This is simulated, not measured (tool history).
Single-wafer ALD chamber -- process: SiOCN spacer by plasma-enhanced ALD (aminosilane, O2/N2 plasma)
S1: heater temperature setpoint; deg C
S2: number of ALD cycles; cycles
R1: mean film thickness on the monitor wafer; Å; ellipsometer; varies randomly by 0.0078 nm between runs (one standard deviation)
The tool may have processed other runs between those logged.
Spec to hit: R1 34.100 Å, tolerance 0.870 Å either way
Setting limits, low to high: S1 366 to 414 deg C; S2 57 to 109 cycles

{"run": 1, "hour": 0.0, "S1": 390, "S2": 83, "R1": 46.802}
{"run": 2, "hour": 8.7, "S1": 390, "S2": 80, "R1": 45.302}
{"run": 3, "hour": 11.5, "S1": 390, "S2": 77, "R1": 43.347}
{"run": 4, "hour": 19.2, "S1": 390, "S2": 75, "R1": 42.347}
{"run": 5, "hour": 26.4, "S1": 390, "S2": 69, "R1": 39.066}
{"run": 6, "hour": 29.5, "S1": 390, "S2": 68, "R1": 38.395}
{"run": 7, "hour": 32.7, "S1": 390, "S2": 67, "R1": 37.838}
{"run": 8, "hour": 38.5, "S1": 390, "S2": 67, "R1": 37.61}
{"run": 9, "hour": 47.3, "S1": 390, "S2": 58, "R1": 32.648}

Below are 5 possible settings for the next run. Only one of them brings all results inside the allowed miss of their targets. Which is it?
{"run": "A", "hour": 56.1, "S1": 381, "S2": 63, "R1": "?"}
{"run": "B", "hour": 56.1, "S1": 386, "S2": 65, "R1": "?"}
{"run": "C", "hour": 56.1, "S1": 388, "S2": 57, "R1": "?"}
{"run": "D", "hour": 56.1, "S1": 391, "S2": 61, "R1": "?"}
{"run": "E", "hour": 56.1, "S1": 383, "S2": 65, "R1": "?"}

move=A R1=35.464
move=B R1=36.590
move=C R1=32.086
move=D R1=34.338
move=E R1=36.590
A: the result that was furthest off in the last run now lies on the other side of its target
B: the result that was furthest off in the last run now lies on the other side of its target
C: moves away from the targets compared with the last run
D: all results land within tolerance of their targets
E: the result that was furthest off in the last run now lies on the other side of its target
Move D is the one to make.
